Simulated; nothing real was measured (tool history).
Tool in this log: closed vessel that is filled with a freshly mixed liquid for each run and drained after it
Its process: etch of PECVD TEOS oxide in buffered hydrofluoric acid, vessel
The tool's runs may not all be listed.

| run | hour | temperature setpoint of the liquid (°C) | parts of 40 % ammonium fluoride to one part of 49 % hydrofluoric acid (parts by volume) | time in the liquid (s) | thickness taken off the PECVD TEOS oxide on a monitor wafer (Å) |
|---|---|---|---|---|---|
| 1 | 0.0 | 24.0 | 22.0 | 130 | 769.22 |
| 2 | 8.0 | 23.0 | 23.0 | 130 | 695.03 |
| 3 | 9.0 | 22.0 | 23.5 | 130 | 650.63 |
| 4 | 15.3 | 20.5 | 23.5 | 130 | 606.57 |
| 5 | 16.3 | 20.5 | 23.5 | 140 | 645.86 |
| 6 | 21.6 | 20.5 | 26.5 | 140 | 594.08 |
| 7 | 29.8 | 20.0 | 27.0 | 140 | 580.25 |
| 8 | 37.4 | 19.5 | 27.5 | 140 | 555.74 |

Run 9 comes next. What will it give?
| 9 | 43.9 | 19.5 | 27.5 | 140 | ? |

thickness taken off the PECVD TEOS oxide on a monitor wafer (Å): 555.78

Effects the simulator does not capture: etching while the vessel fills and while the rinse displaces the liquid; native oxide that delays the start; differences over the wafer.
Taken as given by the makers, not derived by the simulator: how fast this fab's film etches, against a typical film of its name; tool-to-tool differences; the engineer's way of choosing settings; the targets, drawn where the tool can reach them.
